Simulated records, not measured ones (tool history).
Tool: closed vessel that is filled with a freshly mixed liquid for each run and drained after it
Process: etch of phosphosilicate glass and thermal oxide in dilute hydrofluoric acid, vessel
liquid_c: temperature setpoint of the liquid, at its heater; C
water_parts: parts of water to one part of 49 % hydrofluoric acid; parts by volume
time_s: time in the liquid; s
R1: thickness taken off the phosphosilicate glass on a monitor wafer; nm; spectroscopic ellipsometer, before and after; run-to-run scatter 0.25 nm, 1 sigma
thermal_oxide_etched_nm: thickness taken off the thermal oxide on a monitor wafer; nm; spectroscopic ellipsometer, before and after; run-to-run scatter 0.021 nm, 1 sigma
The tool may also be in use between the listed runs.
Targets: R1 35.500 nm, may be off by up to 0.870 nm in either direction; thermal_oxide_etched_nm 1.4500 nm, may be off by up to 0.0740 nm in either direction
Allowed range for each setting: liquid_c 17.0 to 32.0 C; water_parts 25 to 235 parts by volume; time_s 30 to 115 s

{"run": 1, "day": 0.0, "liquid_c": 24.0, "water_parts": 130, "time_s": 60, "R1": 54.754, "thermal_oxide_etched_nm": 2.2145}
{"run": 2, "day": 0.092, "liquid_c": 26.0, "water_parts": 130, "time_s": 60, "R1": 58.52, "thermal_oxide_etched_nm": 2.3774}
{"run": 3, "day": 0.45, "liquid_c": 22.5, "water_parts": 130, "time_s": 60, "R1": 51.204, "thermal_oxide_etched_nm": 2.0895}
{"run": 4, "day": 0.533, "liquid_c": 21.0, "water_parts": 135, "time_s": 60, "R1": 46.21, "thermal_oxide_etched_nm": 1.8819}
{"run": 5, "day": 0.575, "liquid_c": 21.0, "water_parts": 135, "time_s": 80, "R1": 61.978, "thermal_oxide_etched_nm": 2.4757}
{"day": 0.612, "done": "thermometer replaced"}
{"run": 6, "day": 0.612, "liquid_c": 21.0, "water_parts": 110, "time_s": 80, "R1": 80.117, "thermal_oxide_etched_nm": 3.3317}
{"run": 7, "day": 0.65, "liquid_c": 19.5, "water_parts": 130, "time_s": 80, "R1": 63.127, "thermal_oxide_etched_nm": 2.5424}
{"run": 8, "day": 0.675, "liquid_c": 19.0, "water_parts": 145, "time_s": 80, "R1": 53.576, "thermal_oxide_etched_nm": 2.2748}
{"run": 9, "day": 0.758, "liquid_c": 19.5, "water_parts": 160, "time_s": 80, "R1": 50.335, "thermal_oxide_etched_nm": 2.0318}
{"run": 10, "day": 0.812, "liquid_c": 18.5, "water_parts": 170, "time_s": 80, "R1": 44.278, "thermal_oxide_etched_nm": 1.8563}
{"run": 11, "day": 0.833, "liquid_c": 18.5, "water_parts": 180, "time_s": 80, "R1": 41.536, "thermal_oxide_etched_nm": 1.7412}
{"run": 12, "day": 1.188, "liquid_c": 18.5, "water_parts": 185, "time_s": 80, "R1": 39.725, "thermal_oxide_etched_nm": 1.6472}
{"run": 13, "day": 1.258, "liquid_c": 18.0, "water_parts": 190, "time_s": 80, "R1": 37.76, "thermal_oxide_etched_nm": 1.5044}
{"run": 14, "day": 1.471, "liquid_c": 17.5, "water_parts": 190, "time_s": 80, "R1": 36.974, "thermal_oxide_etched_nm": 1.5431}

Pick the move, out of 5, that brings all results within their allowed miss; only one does.
{"run": "A", "day": 1.683, "liquid_c": 17.0, "water_parts": 205, "time_s": 95, "R1": "?", "thermal_oxide_etched_nm": "?"}
{"run": "B", "day": 1.683, "liquid_c": 19.0, "water_parts": 200, "time_s": 80, "R1": "?", "thermal_oxide_etched_nm": "?"}
{"run": "C", "day": 1.683, "liquid_c": 17.0, "water_parts": 190, "time_s": 80, "R1": "?", "thermal_oxide_etched_nm": "?"}
{"run": "D", "day": 1.683, "liquid_c": 22.0, "water_parts": 180, "time_s": 65, "R1": "?", "thermal_oxide_etched_nm": "?"}
{"run": "E", "day": 1.683, "liquid_c": 17.5, "water_parts": 190, "time_s": 75, "R1": "?", "thermal_oxide_etched_nm": "?"}

move=A R1=40.089 thermal_oxide_etched_nm=1.6314
move=B R1=37.616 thermal_oxide_etched_nm=1.5308
move=C R1=36.929 thermal_oxide_etched_nm=1.5028
move=D R1=38.906 thermal_oxide_etched_nm=1.5833
move=E R1=35.320 thermal_oxide_etched_nm=1.4374
A: further off than the last run
B: further off than the last run
C: roughly where the last run was
D: further off than the last run
E: hits every target within its allowed miss
Correct choice: E, which meets every target
